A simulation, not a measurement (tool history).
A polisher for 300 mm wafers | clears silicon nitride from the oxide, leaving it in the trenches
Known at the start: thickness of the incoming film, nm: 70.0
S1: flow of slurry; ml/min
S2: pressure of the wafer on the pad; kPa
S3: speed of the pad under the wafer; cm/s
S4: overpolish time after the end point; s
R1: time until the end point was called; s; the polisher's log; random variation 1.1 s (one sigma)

run    day   S1    S2  S3  S4      R1
  1      0  220  13.8  86   7  121.45
  2   0.05  220  15.2  86   7  110.32
  3  0.112  220  16.5  86   7  100.64
  4  0.479  220  17.2  86   7   99.49
  5  0.692  245  17.2  86   7  95.812
  6  0.967  245  17.2  70   7  114.56
  7  1.075  245  17.9  74   7     105
  8  1.429  245  18.6  76   7  98.051
  9  1.512  245  19.3  78   7  93.086
 10    1.7  245    20  80   7  89.781
 11  1.879  245    20  82   7  87.395
 12  2.154  245    20  84   7  86.814

Run 13 comes next. What will it give?
 13  2.471  245  20  86   7   ?

Run 13 gave R1 85.005 s.

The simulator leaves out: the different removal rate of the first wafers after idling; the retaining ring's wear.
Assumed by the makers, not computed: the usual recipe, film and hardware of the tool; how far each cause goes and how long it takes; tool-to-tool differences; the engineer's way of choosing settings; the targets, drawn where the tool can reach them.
